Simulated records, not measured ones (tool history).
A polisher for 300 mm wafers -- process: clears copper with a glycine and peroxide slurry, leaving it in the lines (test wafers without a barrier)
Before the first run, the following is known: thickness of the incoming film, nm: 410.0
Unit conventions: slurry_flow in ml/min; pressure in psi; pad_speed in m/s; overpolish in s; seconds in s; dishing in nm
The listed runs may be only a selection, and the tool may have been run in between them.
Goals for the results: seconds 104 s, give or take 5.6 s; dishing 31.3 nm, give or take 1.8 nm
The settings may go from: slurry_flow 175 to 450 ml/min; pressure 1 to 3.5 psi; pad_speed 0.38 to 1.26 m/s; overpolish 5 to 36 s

run 1 hour=0 | slurry_flow=290 pressure=2.2 pad_speed=0.82 overpolish=18 | seconds=104.29 dishing=45.189
run 2 hour=3.2 | slurry_flow=290 pressure=2.2 pad_speed=0.82 overpolish=16 | seconds=101.18 dishing=40.775
run 3 hour=4.3 | slurry_flow=290 pressure=2.6 pad_speed=0.82 overpolish=16 | seconds=91.279 dishing=43.791
run 4 hour=8.6 | slurry_flow=290 pressure=2.5 pad_speed=0.82 overpolish=15 | seconds=95.849 dishing=40.717
run 5 hour=9.7 | slurry_flow=290 pressure=2.5 pad_speed=0.82 overpolish=14 | seconds=94.152 dishing=38.635
run 6 hour=10.7 | slurry_flow=290 pressure=2.5 pad_speed=0.94 overpolish=14 | seconds=84.785 dishing=42.686
run 7 hour=11.7 | slurry_flow=290 pressure=2.5 pad_speed=0.94 overpolish=14 | seconds=85.213 dishing=42.767
run 8 hour=17.3 | slurry_flow=290 pressure=2.4 pad_speed=0.92 overpolish=13 | seconds=89.268 dishing=39.762
run 9 hour=20.2 | slurry_flow=290 pressure=1.9 pad_speed=0.9 overpolish=10 | seconds=103.93 dishing=26.279
run 10 hour=25.2 | slurry_flow=290 pressure=1.9 pad_speed=0.9 overpolish=11 | seconds=103.97 dishing=28.495

Exactly one of the 5 candidate moves below puts every result within its allowed miss. Which one?
run A hour=30.2 | slurry_flow=290 pressure=1.5 pad_speed=0.9 overpolish=13 | seconds=? dishing=?
run B hour=30.2 | slurry_flow=245 pressure=2.1 pad_speed=0.86 overpolish=10 | seconds=? dishing=?
run C hour=30.2 | slurry_flow=275 pressure=2.5 pad_speed=0.84 overpolish=12 | seconds=? dishing=?
run D hour=30.2 | slurry_flow=290 pressure=1.8 pad_speed=0.76 overpolish=14 | seconds=? dishing=?
run E hour=30.2 | slurry_flow=275 pressure=1.9 pad_speed=0.92 overpolish=12 | seconds=? dishing=?

move=A seconds=119.54 dishing=29.884
move=B seconds=103.21 dishing=27.087
move=C seconds=92.632 dishing=35.213
move=D seconds=121.58 dishing=31.668
move=E seconds=103.01 dishing=31.855
A: brings the last run's worst result on target, with another outside its allowed miss
B: its largest miss is bigger than the last run's
C: pushes the last run's worst result past its target
D: brings the last run's worst result on target, with another outside its allowed miss
E: every result within its allowed miss
The move that meets every target is E.

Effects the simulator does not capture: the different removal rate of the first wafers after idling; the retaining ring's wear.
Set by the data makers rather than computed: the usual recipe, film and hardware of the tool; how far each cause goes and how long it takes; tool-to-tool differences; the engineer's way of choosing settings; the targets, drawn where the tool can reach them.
